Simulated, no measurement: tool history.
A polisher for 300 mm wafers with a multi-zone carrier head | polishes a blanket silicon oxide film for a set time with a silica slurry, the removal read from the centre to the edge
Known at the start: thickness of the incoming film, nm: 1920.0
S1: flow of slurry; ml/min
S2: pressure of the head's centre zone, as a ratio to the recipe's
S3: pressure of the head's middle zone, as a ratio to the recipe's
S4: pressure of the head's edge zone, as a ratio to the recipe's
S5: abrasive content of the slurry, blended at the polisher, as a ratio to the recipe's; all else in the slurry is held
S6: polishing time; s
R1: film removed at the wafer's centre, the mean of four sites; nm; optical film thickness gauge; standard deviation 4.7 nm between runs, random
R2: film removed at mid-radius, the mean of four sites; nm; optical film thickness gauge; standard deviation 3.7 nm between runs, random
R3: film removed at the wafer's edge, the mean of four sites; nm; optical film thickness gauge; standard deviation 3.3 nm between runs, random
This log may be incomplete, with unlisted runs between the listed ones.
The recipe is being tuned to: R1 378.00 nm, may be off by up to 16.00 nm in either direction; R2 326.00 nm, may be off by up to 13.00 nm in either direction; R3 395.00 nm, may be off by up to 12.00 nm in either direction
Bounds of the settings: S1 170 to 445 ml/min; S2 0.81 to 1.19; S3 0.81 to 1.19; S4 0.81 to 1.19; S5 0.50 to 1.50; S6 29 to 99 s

run    day   S1    S2    S3    S4    S5  S6      R1      R2      R3
  1  0.000  285  1.00  1.00  1.00  1.00  64  273.24  266.65  273.94
  2  0.117  285  1.00  0.92  1.00  1.00  64  270.52  253.12  275.10
  3  0.396  285  1.01  0.91  1.03  1.10  65  283.68  266.20  298.03
  4  0.767  285  1.01  0.82  1.03  1.10  65  291.51  237.56  292.07
  5  0.788  285  1.01  0.82  0.98  1.10  65  290.23  245.61  282.27
  6  0.892  285  1.01  0.82  0.98  1.20  65  302.67  253.52  295.31
  7  0.929  290  1.03  0.85  1.01  1.25  65  308.80  261.86  305.62
  8  1.158  290  1.03  0.85  1.01  1.25  65  309.21  262.28  304.31
  9  1.500  290  1.04  0.86  1.03  1.30  66  317.19  273.00  315.03
 10  1.633  295  1.05  0.86  1.05  1.35  67  334.31  280.11  331.58
 11  1.767  315  1.05  0.94  1.15  1.50  70  370.90  325.35  373.03

Of the 5 settings listed for the next run, only one would bring every result within its allowed miss of target. Which one?
  A  1.900  370  1.09  1.03  1.02  1.50  67   ?   ?   ?
  B  1.900  320  1.00  0.83  1.07  1.50  75   ?   ?   ?
  C  1.900  335  1.07  0.96  1.13  1.50  67   ?   ?   ?
  D  1.900  185  1.18  0.93  1.16  1.50  72   ?   ?   ?
  E  1.900  260  1.10  1.01  1.16  1.40  68   ?   ?   ?

move      R1      R2      R3
   A  372.23  347.71  343.84
   B  375.99  321.02  391.15
   C  361.65  324.80  359.80
   D  392.02  313.43  369.06
   E  357.57  326.74  353.63
A: lands further from the targets than the last run did
B: meets every target
C: lands further from the targets than the last run did
D: lands further from the targets than the last run did
E: lands further from the targets than the last run did
B meets every target.

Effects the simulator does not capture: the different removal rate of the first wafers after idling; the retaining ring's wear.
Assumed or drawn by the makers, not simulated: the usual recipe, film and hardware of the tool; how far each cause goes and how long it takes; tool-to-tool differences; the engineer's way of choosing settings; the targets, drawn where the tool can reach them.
